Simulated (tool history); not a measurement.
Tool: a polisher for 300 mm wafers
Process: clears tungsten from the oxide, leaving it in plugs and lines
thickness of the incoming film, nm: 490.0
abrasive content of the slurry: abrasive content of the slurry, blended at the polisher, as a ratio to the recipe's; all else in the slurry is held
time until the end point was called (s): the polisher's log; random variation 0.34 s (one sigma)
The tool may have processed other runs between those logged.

run,hour,flow of slurry (ml/min),pressure of the wafer on the pad (psi),speed of the pad under the wafer (m/s),abrasive content of the slurry,overpolish time after the end point (s),time until the end point was called (s)
1,0,155,4.7,1.34,1,27,54.374
2,2.6,160,5,1.34,1,27,50.695
3,6.9,165,5.2,1.34,1,27,49.042
4,12.1,165,5.4,1.34,1,27,46.789
5,17.9,165,5.4,1.5,1,27,41.525
6,18.4,165,4.5,1.5,1,27,49.771

For run 7, what comes out?
7,22,170,4.7,1.5,1,27,?

Run 7 came out at time until the end point was called (s) 47.018.

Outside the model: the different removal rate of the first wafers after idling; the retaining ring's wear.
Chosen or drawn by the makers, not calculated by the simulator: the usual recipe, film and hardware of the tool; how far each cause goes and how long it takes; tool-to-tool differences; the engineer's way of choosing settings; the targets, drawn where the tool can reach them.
